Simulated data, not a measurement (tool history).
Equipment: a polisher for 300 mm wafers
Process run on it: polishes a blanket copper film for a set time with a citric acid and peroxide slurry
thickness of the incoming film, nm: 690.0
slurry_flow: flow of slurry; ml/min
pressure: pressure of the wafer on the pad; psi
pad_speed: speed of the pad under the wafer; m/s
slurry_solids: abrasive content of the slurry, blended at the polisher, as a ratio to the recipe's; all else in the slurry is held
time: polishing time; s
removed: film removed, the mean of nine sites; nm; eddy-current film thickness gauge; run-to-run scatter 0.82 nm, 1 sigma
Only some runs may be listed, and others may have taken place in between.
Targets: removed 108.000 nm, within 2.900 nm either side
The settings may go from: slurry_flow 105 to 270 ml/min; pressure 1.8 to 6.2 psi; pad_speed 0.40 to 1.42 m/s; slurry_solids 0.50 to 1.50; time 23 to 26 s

run	hour	slurry_flow	pressure	pad_speed	slurry_solids	time	removed
1	0.0	175	4.0	0.90	1.00	26	59.292
2	8.7	175	4.0	0.90	0.85	26	56.297
3	10.5	155	4.0	0.90	0.85	26	55.842
4	17.6	160	4.7	0.94	0.85	26	67.046
5	21.1	160	4.7	1.12	0.85	26	79.063
6	28.8	160	5.6	1.12	0.85	26	93.213
7	36.8	170	5.8	1.12	0.85	26	97.046
8	42.1	170	5.9	1.14	0.85	26	99.118
9	46.0	170	6.0	1.16	0.85	26	102.940
10	54.3	170	6.1	1.16	0.85	26	103.990

Which of these 5 next moves meets every target?
A	62.6	115	6.0	1.36	0.80	23	?
B	62.6	195	6.1	1.14	0.80	25	?
C	62.6	195	5.4	1.20	1.05	25	?
D	62.6	190	6.1	1.12	1.00	26	?
E	62.6	175	6.2	1.12	0.90	25	?

move	removed
A	97.797
B	98.788
C	99.645
D	106.220
E	99.795
A: the biggest miss grows against the last run
B: the biggest miss grows against the last run
C: the biggest miss grows against the last run
D: all results in spec
E: the biggest miss grows against the last run
D is the move that brings every result within its allowed miss.

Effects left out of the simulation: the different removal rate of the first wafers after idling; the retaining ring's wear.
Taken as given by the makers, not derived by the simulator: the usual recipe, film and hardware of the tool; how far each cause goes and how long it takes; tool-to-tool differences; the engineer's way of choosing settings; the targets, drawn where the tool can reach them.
